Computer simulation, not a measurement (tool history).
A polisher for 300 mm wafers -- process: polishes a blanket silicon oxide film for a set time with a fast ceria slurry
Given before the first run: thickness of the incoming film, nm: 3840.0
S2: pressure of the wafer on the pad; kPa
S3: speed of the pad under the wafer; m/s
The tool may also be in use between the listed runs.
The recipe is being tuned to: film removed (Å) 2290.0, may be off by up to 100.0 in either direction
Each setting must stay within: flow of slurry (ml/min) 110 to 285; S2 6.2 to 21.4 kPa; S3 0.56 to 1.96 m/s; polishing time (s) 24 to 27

{"run": 1, "day": 0.0, "flow of slurry (ml/min)": 180, "S2": 13.8, "S3": 1.26, "polishing time (s)": 27, "film removed (Å)": 3328.2}
{"run": 2, "day": 0.15, "flow of slurry (ml/min)": 180, "S2": 13.8, "S3": 1.5, "polishing time (s)": 27, "film removed (Å)": 3681.9}
{"run": 3, "day": 0.404, "flow of slurry (ml/min)": 180, "S2": 13.8, "S3": 1.62, "polishing time (s)": 27, "film removed (Å)": 3899.9}
{"run": 4, "day": 0.562, "flow of slurry (ml/min)": 180, "S2": 12.4, "S3": 1.6, "polishing time (s)": 27, "film removed (Å)": 3642.4}
{"run": 5, "day": 0.683, "flow of slurry (ml/min)": 180, "S2": 11.7, "S3": 1.56, "polishing time (s)": 27, "film removed (Å)": 3312.8}
{"run": 6, "day": 0.729, "flow of slurry (ml/min)": 180, "S2": 11.7, "S3": 1.56, "polishing time (s)": 27, "film removed (Å)": 3347.6}
{"run": 7, "day": 0.942, "flow of slurry (ml/min)": 180, "S2": 11.0, "S3": 1.56, "polishing time (s)": 27, "film removed (Å)": 3046.6}
{"run": 8, "day": 1.096, "flow of slurry (ml/min)": 180, "S2": 10.3, "S3": 1.56, "polishing time (s)": 27, "film removed (Å)": 2901.4}
{"run": 9, "day": 1.242, "flow of slurry (ml/min)": 180, "S2": 9.7, "S3": 1.56, "polishing time (s)": 27, "film removed (Å)": 2703.6}

Exercise: of the 4 proposed moves below, exactly one satisfies all targets within the stated allowed misses. Which move is it?
{"run": "A", "day": 1.388, "flow of slurry (ml/min)": 140, "S2": 9.0, "S3": 1.74, "polishing time (s)": 24, "film removed (Å)": "?"}
{"run": "B", "day": 1.388, "flow of slurry (ml/min)": 200, "S2": 10.3, "S3": 1.28, "polishing time (s)": 27, "film removed (Å)": "?"}
{"run": "C", "day": 1.388, "flow of slurry (ml/min)": 180, "S2": 9.7, "S3": 1.64, "polishing time (s)": 25, "film removed (Å)": "?"}
{"run": "D", "day": 1.388, "flow of slurry (ml/min)": 135, "S2": 11.0, "S3": 1.54, "polishing time (s)": 24, "film removed (Å)": "?"}

move=A film_removed_(Å)=2327.2
move=B film_removed_(Å)=2591.7
move=C film_removed_(Å)=2613.4
move=D film_removed_(Å)=2586.3
A: all results in spec
B: nearer than the last run, and not there yet
C: nearer than the last run, and not there yet
D: nearer than the last run, and not there yet
Correct choice: A, which meets every target

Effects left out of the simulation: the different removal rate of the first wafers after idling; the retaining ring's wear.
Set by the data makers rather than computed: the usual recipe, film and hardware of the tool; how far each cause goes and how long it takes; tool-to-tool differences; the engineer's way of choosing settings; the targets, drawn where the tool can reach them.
